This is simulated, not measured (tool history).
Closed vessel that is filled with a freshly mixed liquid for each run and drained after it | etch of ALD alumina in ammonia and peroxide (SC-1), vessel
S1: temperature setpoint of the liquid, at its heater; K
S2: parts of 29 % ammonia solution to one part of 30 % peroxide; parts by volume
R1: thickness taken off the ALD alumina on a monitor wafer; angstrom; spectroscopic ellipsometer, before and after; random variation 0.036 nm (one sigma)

run 1 hour=0 | S1=332.15 S2=0.5 time_in_the_liquid_(s)=30 | R1=42.235
run 2 hour=2.5 | S1=334.15 S2=0.5 time_in_the_liquid_(s)=30 | R1=46.834
run 3 hour=8.9 | S1=334.15 S2=0.3 time_in_the_liquid_(s)=30 | R1=44.386
run 4 hour=13.9 | S1=336.15 S2=0.3 time_in_the_liquid_(s)=30 | R1=48.883
run 5 hour=18.6 | S1=336.15 S2=0.35 time_in_the_liquid_(s)=30 | R1=50.132
run 6 hour=27.2 | S1=337.65 S2=0.35 time_in_the_liquid_(s)=30 | R1=54.183
run 7 hour=32.8 | S1=338.65 S2=0.35 time_in_the_liquid_(s)=30 | R1=56.773
run 8 hour=41.4 | S1=339.15 S2=0.35 time_in_the_liquid_(s)=30 | R1=58.051
run 9 hour=50 | S1=339.65 S2=0.35 time_in_the_liquid_(s)=30 | R1=59.14

Forecast run 10:
run 10 hour=50.6 | S1=340.15 S2=0.35 time_in_the_liquid_(s)=30 | R1=?

Run 10 gave R1 60.968 angstrom.
